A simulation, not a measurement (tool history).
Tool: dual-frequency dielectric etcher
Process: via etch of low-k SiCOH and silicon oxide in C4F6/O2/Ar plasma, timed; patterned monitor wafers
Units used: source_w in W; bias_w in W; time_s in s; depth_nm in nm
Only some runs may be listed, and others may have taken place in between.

{"run": 1, "day": 0.0, "source_w": 430, "bias_w": 174, "time_s": 67.5, "depth_nm": 173.9}
{"run": 2, "day": 0.358, "source_w": 450, "bias_w": 176, "time_s": 67.5, "depth_nm": 175.29}
{"run": 3, "day": 0.729, "source_w": 380, "bias_w": 176, "time_s": 67.5, "depth_nm": 165.75}
{"run": 4, "day": 0.925, "source_w": 440, "bias_w": 176, "time_s": 67.5, "depth_nm": 175.14}
{"run": 5, "day": 1.112, "source_w": 440, "bias_w": 202, "time_s": 67.5, "depth_nm": 183.12}
{"run": 6, "day": 1.242, "source_w": 450, "bias_w": 203, "time_s": 67.5, "depth_nm": 183.79}
{"run": 7, "day": 1.471, "source_w": 460, "bias_w": 204, "time_s": 67.5, "depth_nm": 185.82}
{"run": 8, "day": 1.758, "source_w": 470, "bias_w": 205, "time_s": 67.5, "depth_nm": 188.6}
{"run": 9, "day": 2.017, "source_w": 480, "bias_w": 206, "time_s": 67.5, "depth_nm": 187.98}
{"run": 10, "day": 2.288, "source_w": 490, "bias_w": 208, "time_s": 67.5, "depth_nm": 192.43}
{"run": 11, "day": 2.521, "source_w": 500, "bias_w": 209, "time_s": 67.5, "depth_nm": 192.29}
{"run": 12, "day": 2.883, "source_w": 510, "bias_w": 210, "time_s": 67.5, "depth_nm": 194.38}

What will run 13 give?
{"run": 13, "day": 3.112, "source_w": 510, "bias_w": 211, "time_s": 67.5, "depth_nm": "?"}

Run 13 produced depth_nm 193.56 nm.
